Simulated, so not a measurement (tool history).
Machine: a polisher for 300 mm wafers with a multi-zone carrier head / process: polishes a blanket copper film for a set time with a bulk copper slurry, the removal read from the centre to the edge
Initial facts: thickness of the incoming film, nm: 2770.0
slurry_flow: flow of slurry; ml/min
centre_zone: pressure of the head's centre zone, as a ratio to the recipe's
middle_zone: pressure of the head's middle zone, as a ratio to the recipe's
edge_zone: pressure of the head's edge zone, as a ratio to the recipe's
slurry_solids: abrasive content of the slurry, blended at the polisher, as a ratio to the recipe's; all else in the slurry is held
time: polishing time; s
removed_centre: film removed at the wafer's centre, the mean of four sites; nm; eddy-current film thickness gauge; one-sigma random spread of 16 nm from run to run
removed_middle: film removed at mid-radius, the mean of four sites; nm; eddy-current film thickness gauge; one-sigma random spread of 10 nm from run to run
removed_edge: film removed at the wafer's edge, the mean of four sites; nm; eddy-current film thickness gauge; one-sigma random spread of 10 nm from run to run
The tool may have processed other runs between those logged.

run	hour	slurry_flow	centre_zone	middle_zone	edge_zone	slurry_solids	time	removed_centre	removed_middle	removed_edge
1	0.0	295	1.00	1.00	1.00	1.00	68	745.04	748.29	745.91
2	3.5	305	1.06	0.99	1.02	1.15	70	836.33	795.30	796.48
3	7.0	305	1.06	0.99	1.06	1.15	70	830.45	783.01	829.55
4	12.2	315	1.10	0.97	1.05	1.25	72	928.80	808.00	848.10
5	20.2	320	1.13	0.98	1.06	1.35	73	994.24	828.64	881.83
6	23.9	325	1.15	1.00	1.07	1.40	73	1004.10	839.89	891.82

Estimate the outcome of run 7 from the log above:
7	28.5	330	1.16	1.00	1.07	1.45	74	?	?	?

{"run 7": {"removed_centre": 1051.6, "removed_middle": 863.05, "removed_edge": 906.25}}

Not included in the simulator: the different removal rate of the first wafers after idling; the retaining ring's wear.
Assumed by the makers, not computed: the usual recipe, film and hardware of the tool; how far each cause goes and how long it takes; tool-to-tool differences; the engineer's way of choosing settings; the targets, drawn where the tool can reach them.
